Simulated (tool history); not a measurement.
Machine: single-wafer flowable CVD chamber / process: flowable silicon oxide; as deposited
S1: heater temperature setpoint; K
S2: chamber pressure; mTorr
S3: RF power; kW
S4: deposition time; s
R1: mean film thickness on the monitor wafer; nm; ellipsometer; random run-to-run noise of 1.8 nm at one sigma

Run 1, hour 0.0: S1 368.15 K, S2 944 mTorr, S3 2.530 kW, S4 569 s. Result: R1 491.69 nm.
Run 2, hour 6.3: S1 368.15 K, S2 944 mTorr, S3 2.195 kW, S4 569 s. Result: R1 488.40 nm.
Run 3, hour 15.2: S1 368.15 K, S2 944 mTorr, S3 2.195 kW, S4 569 s. Result: R1 485.92 nm.
Run 4, hour 21.7: S1 368.15 K, S2 791 mTorr, S3 2.195 kW, S4 569 s. Result: R1 407.22 nm.
Run 5, hour 26.5: S1 368.15 K, S2 791 mTorr, S3 1.905 kW, S4 569 s. Result: R1 402.78 nm.
Run 6, hour 27.2: S1 368.15 K, S2 865 mTorr, S3 1.905 kW, S4 569 s. Result: R1 439.12 nm.
Run 7, hour 31.3: S1 366.15 K, S2 865 mTorr, S3 1.905 kW, S4 569 s. Result: R1 474.70 nm.
Run 8, hour 39.5: S1 365.15 K, S2 865 mTorr, S3 1.905 kW, S4 569 s. Result: R1 492.14 nm.
Run 9, hour 44.1: S1 364.15 K, S2 865 mTorr, S3 1.905 kW, S4 569 s. Result: R1 509.75 nm.

Predict the results of run 10:
Run 10, hour 46.2: S1 361.15 K, S2 865 mTorr, S3 1.905 kW, S4 569 s. Result: R1 ?.

R1: 563.27 nm
